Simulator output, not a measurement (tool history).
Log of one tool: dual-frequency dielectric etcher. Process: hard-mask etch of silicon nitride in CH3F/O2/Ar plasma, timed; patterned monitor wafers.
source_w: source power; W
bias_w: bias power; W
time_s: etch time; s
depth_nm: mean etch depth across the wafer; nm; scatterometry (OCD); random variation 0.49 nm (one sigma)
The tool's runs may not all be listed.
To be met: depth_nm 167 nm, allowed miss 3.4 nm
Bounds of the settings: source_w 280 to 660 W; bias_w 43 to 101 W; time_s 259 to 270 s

run 1 day=0 | source_w=470 bias_w=72 time_s=259 | depth_nm=182.92
run 2 day=0.238 | source_w=440 bias_w=71 time_s=259 | depth_nm=176.86
run 3 day=0.425 | source_w=510 bias_w=71 time_s=259 | depth_nm=187.38
run 4 day=0.696 | source_w=480 bias_w=70 time_s=259 | depth_nm=181.6
-- day=0.838 wet clean of the chamber
run 5 day=0.838 | source_w=410 bias_w=70 time_s=259 | depth_nm=177.39
run 6 day=1.154 | source_w=490 bias_w=70 time_s=259 | depth_nm=189.99
run 7 day=1.442 | source_w=460 bias_w=70 time_s=259 | depth_nm=185.68
run 8 day=1.733 | source_w=460 bias_w=70 time_s=259 | depth_nm=185.47

4 next moves are on the table. One of them brings every result within its allowed miss. Which?
run A day=2.025 | source_w=410 bias_w=70 time_s=259 | depth_nm=?
run B day=2.025 | source_w=440 bias_w=66 time_s=259 | depth_nm=?
run C day=2.025 | source_w=460 bias_w=70 time_s=263 | depth_nm=?
run D day=2.025 | source_w=340 bias_w=68 time_s=264 | depth_nm=?

move=A depth_nm=177.65
move=B depth_nm=177.91
move=C depth_nm=188.85
move=D depth_nm=165.79
A: nearer than the last run, and not there yet
B: nearer than the last run, and not there yet
C: further off than the last run
D: meets every target
Answer: D
